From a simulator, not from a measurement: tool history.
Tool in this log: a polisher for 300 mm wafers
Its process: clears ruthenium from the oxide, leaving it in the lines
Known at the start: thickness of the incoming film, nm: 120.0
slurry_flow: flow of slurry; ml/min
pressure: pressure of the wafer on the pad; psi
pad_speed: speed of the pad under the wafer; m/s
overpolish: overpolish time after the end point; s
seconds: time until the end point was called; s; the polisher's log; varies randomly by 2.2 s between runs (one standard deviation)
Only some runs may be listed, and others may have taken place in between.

run 1 day=0 | slurry_flow=195 pressure=2.3 pad_speed=0.94 overpolish=4 | seconds=99.325
run 2 day=0.35 | slurry_flow=195 pressure=2.7 pad_speed=0.94 overpolish=4 | seconds=84.215
run 3 day=0.621 | slurry_flow=155 pressure=2.7 pad_speed=0.94 overpolish=4 | seconds=86.206
run 4 day=0.65 | slurry_flow=155 pressure=2.4 pad_speed=0.92 overpolish=4 | seconds=97.903
run 5 day=0.7 | slurry_flow=155 pressure=2.2 pad_speed=0.92 overpolish=4 | seconds=106.54
run 6 day=1.017 | slurry_flow=155 pressure=2 pad_speed=0.92 overpolish=4 | seconds=116.01
run 7 day=1.225 | slurry_flow=155 pressure=1.8 pad_speed=0.92 overpolish=4 | seconds=131.84

Forecast run 8:
run 8 day=1.383 | slurry_flow=155 pressure=1.7 pad_speed=0.92 overpolish=4 | seconds=?

Run 8 produced seconds 137.37 s.
